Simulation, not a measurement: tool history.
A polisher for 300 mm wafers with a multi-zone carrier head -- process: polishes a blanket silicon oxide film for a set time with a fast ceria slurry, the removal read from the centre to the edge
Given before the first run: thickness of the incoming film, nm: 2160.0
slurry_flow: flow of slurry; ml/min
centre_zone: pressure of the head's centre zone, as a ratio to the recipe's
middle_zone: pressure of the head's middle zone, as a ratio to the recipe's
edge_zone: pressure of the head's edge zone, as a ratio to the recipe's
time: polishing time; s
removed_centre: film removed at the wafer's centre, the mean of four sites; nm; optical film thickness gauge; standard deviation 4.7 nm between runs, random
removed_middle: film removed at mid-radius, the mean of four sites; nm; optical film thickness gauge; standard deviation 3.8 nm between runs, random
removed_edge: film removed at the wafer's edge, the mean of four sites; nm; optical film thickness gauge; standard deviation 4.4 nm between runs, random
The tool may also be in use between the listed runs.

run  hour  slurry_flow  centre_zone  middle_zone  edge_zone  time  removed_centre  removed_middle  removed_edge
  1   0.0          225         1.00         1.00       1.00    32          595.69          611.87        586.63
  2   4.3          205         1.00         1.00       1.00    32          591.12          606.67        593.47
  3  13.2          205         1.00         1.00       0.94    32          586.87          610.44        578.94
  4  22.2          205         1.00         1.00       0.94    35          655.55          661.36        618.33
  5  30.9          205         0.99         0.98       0.93    32          586.28          590.77        575.74
  6  32.4          210         0.99         0.97       0.93    30          553.45          548.60        542.55
  7  37.8          215         0.98         0.96       0.92    28          510.28          519.16        510.45
  8  38.5          215         0.98         0.96       0.92    28          513.73          522.95        496.70
  9  43.7          210         0.96         0.94       0.92    27          487.68          488.50        482.71

Estimate the outcome of run 10 from the log above:
 10  50.7          190         0.86         0.88       0.85    21               ?               ?             ?

For run 10 the tool returned removed_centre 338.52 nm, removed_middle 361.60 nm, removed_edge 357.34 nm.
